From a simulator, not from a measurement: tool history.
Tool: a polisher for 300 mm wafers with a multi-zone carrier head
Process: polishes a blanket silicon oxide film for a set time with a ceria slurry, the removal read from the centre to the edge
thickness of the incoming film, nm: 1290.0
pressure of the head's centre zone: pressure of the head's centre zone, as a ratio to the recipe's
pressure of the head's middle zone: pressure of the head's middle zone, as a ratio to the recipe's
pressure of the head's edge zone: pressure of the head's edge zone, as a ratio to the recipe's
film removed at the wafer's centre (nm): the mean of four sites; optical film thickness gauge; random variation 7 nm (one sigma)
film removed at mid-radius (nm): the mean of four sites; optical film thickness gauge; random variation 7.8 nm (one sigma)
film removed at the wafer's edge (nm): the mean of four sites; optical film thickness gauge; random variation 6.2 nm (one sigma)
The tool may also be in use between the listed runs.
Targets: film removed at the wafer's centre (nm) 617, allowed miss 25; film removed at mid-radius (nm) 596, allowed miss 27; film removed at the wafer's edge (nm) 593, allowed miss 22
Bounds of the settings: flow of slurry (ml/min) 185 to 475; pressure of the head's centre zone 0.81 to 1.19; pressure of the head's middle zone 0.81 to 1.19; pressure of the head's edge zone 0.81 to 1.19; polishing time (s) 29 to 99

run	day	flow of slurry (ml/min)	pressure of the head's centre zone	pressure of the head's middle zone	pressure of the head's edge zone	polishing time (s)	film removed at the wafer's centre (nm)	film removed at mid-radius (nm)	film removed at the wafer's edge (nm)
1	0	305	1	1	1	64	513.73	507.2	507.25
2	0.146	305	1.01	1.01	1.02	65	533.25	525.13	519.05
3	0.254	305	1.01	1.07	1.02	65	526.08	532.52	520.15
4	0.367	305	1.01	1.07	0.97	65	527.61	537.42	506.69
5	0.558	305	1.01	1.07	1.04	65	523.77	547.15	528.96
6	0.7	305	1.03	1.07	1.06	66	527.19	540.71	532.66
7	1.046	310	1.04	1.07	1.06	67	559.64	555.3	538.27
8	1.417	315	1.04	1.07	1.07	68	567.56	567.76	548.43
9	1.446	315	1.04	1.06	1.08	69	577.93	565.8	567.45
10	1.688	320	1.04	1.06	1.08	69	580.03	570.01	567.94
11	1.762	325	1.04	1.06	1.08	69	573.8	589.75	581.1
12	1.838	325	1.05	1.06	1.08	69	594.42	566.3	554.52
13	1.983	330	1.05	1.06	1.09	69	583.14	574.42	573.8
14	2.212	335	1.05	1.06	1.09	69	594.58	568.89	563.91

5 next moves are on the table. One of them brings every result within its allowed miss. Which?
A	2.442	310	1	1.06	1.05	72	?	?	?
B	2.442	320	1.13	1	1.19	66	?	?	?
C	2.442	445	1.05	1.05	1.1	71	?	?	?
D	2.442	325	1.15	1.19	0.87	70	?	?	?
E	2.442	300	1.04	0.87	1.19	72	?	?	?

move	film removed at the wafer's centre (nm)	film removed at mid-radius (nm)	film removed at the wafer's edge (nm)
A	575.13	601.69	582.62
B	597.91	528.16	570.93
C	614.36	605.56	601.06
D	647.21	643.48	519.13
E	595.58	515.53	621.01
A: brings the result that was furthest off to its target, and leaves another outside
B: further off than the last run
C: meets every target
D: further off than the last run
E: takes the result that was furthest off past its target
The right move is C.
